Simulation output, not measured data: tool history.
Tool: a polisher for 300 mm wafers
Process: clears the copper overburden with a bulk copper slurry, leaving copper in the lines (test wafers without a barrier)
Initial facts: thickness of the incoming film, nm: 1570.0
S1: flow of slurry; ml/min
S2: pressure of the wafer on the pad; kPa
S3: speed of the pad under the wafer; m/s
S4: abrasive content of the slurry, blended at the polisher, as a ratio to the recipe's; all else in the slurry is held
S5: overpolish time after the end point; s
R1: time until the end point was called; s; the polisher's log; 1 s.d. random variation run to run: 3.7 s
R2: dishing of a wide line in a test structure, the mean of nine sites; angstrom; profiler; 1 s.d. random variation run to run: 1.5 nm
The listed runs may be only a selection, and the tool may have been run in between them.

Run 1, hour 0: S1 315 ml/min, S2 20.7 kPa, S3 1.4 m/s, S4 1, S5 12 s. Result: R1 103.03 s, R2 994.28 angstrom.
Run 2, hour 1.9: S1 315 ml/min, S2 20.7 kPa, S3 1.08 m/s, S4 1, S5 12 s. Result: R1 130.35 s, R2 847.96 angstrom.
Run 3, hour 4.9: S1 235 ml/min, S2 20.7 kPa, S3 1.08 m/s, S4 1, S5 12 s. Result: R1 136.35 s, R2 829.52 angstrom.
Run 4, hour 7.3: S1 235 ml/min, S2 24.1 kPa, S3 1.08 m/s, S4 1, S5 12 s. Result: R1 117.58 s, R2 944.13 angstrom.
Run 5, hour 8.6: S1 235 ml/min, S2 24.1 kPa, S3 1.08 m/s, S4 1.15, S5 12 s. Result: R1 117.45 s, R2 960.77 angstrom.
Run 6, hour 16: S1 235 ml/min, S2 24.1 kPa, S3 0.8 m/s, S4 1.15, S5 12 s. Result: R1 151.07 s, R2 741.83 angstrom.

The next listed run, before its measurement:
Run 7, hour 23.9: S1 230 ml/min, S2 22.1 kPa, S3 0.8 m/s, S4 1.15, S5 13 s. Result: R1 ?, R2 ?.

R1: 160.05 s
R2: 766.27 angstrom

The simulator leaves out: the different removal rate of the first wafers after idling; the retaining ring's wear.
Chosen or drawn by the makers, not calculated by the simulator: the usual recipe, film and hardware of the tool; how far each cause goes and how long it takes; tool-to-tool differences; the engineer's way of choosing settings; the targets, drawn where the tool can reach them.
